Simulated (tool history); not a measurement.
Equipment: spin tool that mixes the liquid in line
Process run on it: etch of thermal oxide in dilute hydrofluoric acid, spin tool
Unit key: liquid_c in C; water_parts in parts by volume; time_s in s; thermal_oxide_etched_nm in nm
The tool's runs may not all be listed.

run 1 day=0 | liquid_c=23 water_parts=140 time_s=290 | thermal_oxide_etched_nm=8.2052
run 2 day=0.254 | liquid_c=25 water_parts=135 time_s=290 | thermal_oxide_etched_nm=9.5007
run 3 day=0.525 | liquid_c=22 water_parts=135 time_s=290 | thermal_oxide_etched_nm=8.3637
run 4 day=0.771 | liquid_c=24 water_parts=135 time_s=290 | thermal_oxide_etched_nm=9.0727
run 5 day=0.938 | liquid_c=26 water_parts=135 time_s=290 | thermal_oxide_etched_nm=9.7959
run 6 day=1.262 | liquid_c=26 water_parts=95 time_s=290 | thermal_oxide_etched_nm=14.582

Run 7 has not been measured yet. What should we expect?
run 7 day=1.533 | liquid_c=25 water_parts=95 time_s=290 | thermal_oxide_etched_nm=?

{"run 7": {"thermal_oxide_etched_nm": 14.112}}
